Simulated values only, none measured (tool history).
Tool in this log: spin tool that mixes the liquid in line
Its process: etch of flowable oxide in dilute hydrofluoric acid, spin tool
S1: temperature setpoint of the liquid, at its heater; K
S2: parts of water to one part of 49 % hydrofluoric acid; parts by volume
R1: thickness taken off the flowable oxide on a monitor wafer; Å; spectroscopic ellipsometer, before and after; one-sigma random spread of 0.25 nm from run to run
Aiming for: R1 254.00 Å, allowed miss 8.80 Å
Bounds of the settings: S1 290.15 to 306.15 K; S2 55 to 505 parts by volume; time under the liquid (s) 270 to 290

{"run": 1, "hour": 0.0, "S1": 298.15, "S2": 280, "time under the liquid (s)": 270, "R1": 490.94}
{"run": 2, "hour": 7.1, "S1": 297.15, "S2": 295, "time under the liquid (s)": 270, "R1": 444.14}
{"run": 3, "hour": 14.5, "S1": 296.15, "S2": 305, "time under the liquid (s)": 270, "R1": 409.75}
{"run": 4, "hour": 21.2, "S1": 296.15, "S2": 305, "time under the liquid (s)": 270, "R1": 408.7}
{"run": 5, "hour": 29.6, "S1": 296.15, "S2": 340, "time under the liquid (s)": 270, "R1": 354.19}
{"run": 6, "hour": 36.4, "S1": 296.15, "S2": 340, "time under the liquid (s)": 290, "R1": 384.34}
{"run": 7, "hour": 41.7, "S1": 295.15, "S2": 350, "time under the liquid (s)": 290, "R1": 354.91}
{"run": 8, "hour": 50.5, "S1": 294.65, "S2": 355, "time under the liquid (s)": 290, "R1": 345.31}
{"run": 9, "hour": 53.8, "S1": 294.15, "S2": 360, "time under the liquid (s)": 290, "R1": 326.72}
{"run": 10, "hour": 56.1, "S1": 293.65, "S2": 365, "time under the liquid (s)": 290, "R1": 315.72}
{"run": 11, "hour": 60.7, "S1": 293.15, "S2": 370, "time under the liquid (s)": 290, "R1": 303.87}
{"run": 12, "hour": 65.3, "S1": 292.65, "S2": 375, "time under the liquid (s)": 290, "R1": 300.15}
{"run": 13, "hour": 67.5, "S1": 292.65, "S2": 375, "time under the liquid (s)": 290, "R1": 299.86}
{"run": 14, "hour": 71.3, "S1": 292.15, "S2": 380, "time under the liquid (s)": 290, "R1": 291.14}
{"run": 15, "hour": 71.8, "S1": 292.15, "S2": 385, "time under the liquid (s)": 290, "R1": 279.38}
{"run": 16, "hour": 78.4, "S1": 291.15, "S2": 390, "time under the liquid (s)": 290, "R1": 269.64}

Exactly one of the 4 candidate moves below puts every result within its allowed miss. Which one?
{"run": "A", "hour": 85.0, "S1": 292.15, "S2": 385, "time under the liquid (s)": 275, "R1": "?"}
{"run": "B", "hour": 85.0, "S1": 290.15, "S2": 370, "time under the liquid (s)": 270, "R1": "?"}
{"run": "C", "hour": 85.0, "S1": 290.65, "S2": 345, "time under the liquid (s)": 290, "R1": "?"}
{"run": "D", "hour": 85.0, "S1": 290.15, "S2": 395, "time under the liquid (s)": 270, "R1": "?"}

move=A R1=269.33
move=B R1=259.14
move=C R1=310.20
move=D R1=238.02
A: just as far off the targets as the last run
B: all results land within tolerance of their targets
C: its largest miss is bigger than the last run's
D: moves the result that the last run missed by most past its target, out the other side
The right move is B.
